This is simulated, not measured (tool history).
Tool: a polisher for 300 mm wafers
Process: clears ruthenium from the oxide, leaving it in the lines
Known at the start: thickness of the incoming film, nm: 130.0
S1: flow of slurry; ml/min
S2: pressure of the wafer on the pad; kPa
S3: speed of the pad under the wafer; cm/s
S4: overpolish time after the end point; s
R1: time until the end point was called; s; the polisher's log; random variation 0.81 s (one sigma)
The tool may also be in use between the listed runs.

{"run": 1, "hour": 0.0, "S1": 305, "S2": 18.6, "S3": 114, "S4": 38, "R1": 57.763}
{"run": 2, "hour": 4.5, "S1": 305, "S2": 19.3, "S3": 114, "S4": 38, "R1": 57.053}
{"run": 3, "hour": 6.3, "S1": 305, "S2": 20, "S3": 114, "S4": 38, "R1": 54.527}
{"run": 4, "hour": 13.7, "S1": 305, "S2": 20.7, "S3": 114, "S4": 38, "R1": 55.108}
{"run": 5, "hour": 16.4, "S1": 305, "S2": 20.7, "S3": 114, "S4": 41, "R1": 52.199}
{"run": 6, "hour": 19.0, "S1": 355, "S2": 20.7, "S3": 114, "S4": 41, "R1": 55.206}
{"run": 7, "hour": 22.9, "S1": 355, "S2": 21.4, "S3": 114, "S4": 41, "R1": 49.923}

The next listed run, before its measurement:
{"run": 8, "hour": 23.4, "S1": 355, "S2": 22.1, "S3": 114, "S4": 41, "R1": "?"}

Run 8 gave R1 49.259 s.
